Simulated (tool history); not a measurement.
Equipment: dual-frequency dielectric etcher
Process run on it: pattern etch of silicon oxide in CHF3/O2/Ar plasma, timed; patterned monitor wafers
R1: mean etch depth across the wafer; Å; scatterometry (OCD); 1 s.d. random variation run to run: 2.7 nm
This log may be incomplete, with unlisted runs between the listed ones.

{"run": 1, "hour": 0.0, "source power (kW)": 0.9, "bias power (kW)": 0.164, "etch time (s)": 245, "R1": 5064.2}
{"run": 2, "hour": 5.8, "source power (kW)": 0.9, "bias power (kW)": 0.193, "etch time (s)": 245, "R1": 5345.2}
{"run": 3, "hour": 10.8, "source power (kW)": 0.86, "bias power (kW)": 0.191, "etch time (s)": 244.5, "R1": 5266}
{"run": 4, "hour": 13.9, "source power (kW)": 0.82, "bias power (kW)": 0.188, "etch time (s)": 244, "R1": 5127.1}
{"run": 5, "hour": 21.7, "source power (kW)": 0.88, "bias power (kW)": 0.188, "etch time (s)": 244, "R1": 5255.1}
{"run": 6, "hour": 22.6, "source power (kW)": 0.88, "bias power (kW)": 0.188, "etch time (s)": 223, "R1": 4820.3}

Run 7, settings as shown, results not yet in. Your forecast:
{"run": 7, "hour": 24.7, "source power (kW)": 0.87, "bias power (kW)": 0.187, "etch time (s)": 223, "R1": "?"}

R1: 4769.2 Å

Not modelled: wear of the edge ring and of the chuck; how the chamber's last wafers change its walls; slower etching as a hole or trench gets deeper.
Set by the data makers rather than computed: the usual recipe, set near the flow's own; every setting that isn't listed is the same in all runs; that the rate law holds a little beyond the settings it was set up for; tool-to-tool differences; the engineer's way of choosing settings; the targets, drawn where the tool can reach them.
